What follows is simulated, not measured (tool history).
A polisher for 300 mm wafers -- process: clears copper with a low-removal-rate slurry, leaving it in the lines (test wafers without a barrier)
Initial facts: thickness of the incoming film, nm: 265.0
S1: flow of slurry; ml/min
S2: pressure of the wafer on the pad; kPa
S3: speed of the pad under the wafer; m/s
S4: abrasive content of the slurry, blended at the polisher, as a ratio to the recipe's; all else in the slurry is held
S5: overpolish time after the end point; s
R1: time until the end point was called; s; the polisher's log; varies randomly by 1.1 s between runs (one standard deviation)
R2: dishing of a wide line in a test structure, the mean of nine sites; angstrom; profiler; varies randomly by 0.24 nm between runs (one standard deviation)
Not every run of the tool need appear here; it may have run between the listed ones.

run	hour	S1	S2	S3	S4	S5	R1	R2
1	0.0	135	20.0	1.24	1.0	11	83.486	166.45
2	2.1	135	22.1	1.24	1.0	11	75.408	168.96
3	6.1	135	22.1	0.96	1.0	11	96.242	146.73
4	10.3	135	24.1	1.02	1.0	12	86.223	172.26
5	19.2	135	20.0	1.02	1.0	12	100.630	149.41
6	27.7	140	22.8	1.06	1.0	12	84.839	174.07
7	28.4	155	24.1	1.08	1.0	11	79.641	174.62

Run 8, settings as shown, results not yet in. Your forecast:
8	35.8	155	29.6	1.22	1.0	11	?	?

R1: 57.465 s
R2: 200.39 angstrom
